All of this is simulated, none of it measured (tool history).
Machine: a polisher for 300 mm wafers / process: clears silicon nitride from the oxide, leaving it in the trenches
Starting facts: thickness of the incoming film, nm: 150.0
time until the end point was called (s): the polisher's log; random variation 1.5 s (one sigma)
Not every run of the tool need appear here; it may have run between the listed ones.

run	hour	flow of slurry (ml/min)	pressure of the wafer on the pad (kPa)	speed of the pad under the wafer (cm/s)	overpolish time after the end point (s)	time until the end point was called (s)
1	0.0	310	20.7	112	6	162.06
2	3.6	310	17.2	112	6	197.00
3	10.5	240	17.2	112	6	203.73
4	17.7	240	20.0	112	6	170.98
# hour 19.5: worn pad replaced by a new one
5	19.5	240	20.0	112	6	158.65
6	22.6	240	24.1	112	6	130.61
7	27.0	240	25.5	112	6	123.63

What does the tool deliver on the next run?
8	33.8	240	26.9	114	6	?

time until the end point was called (s): 114.69
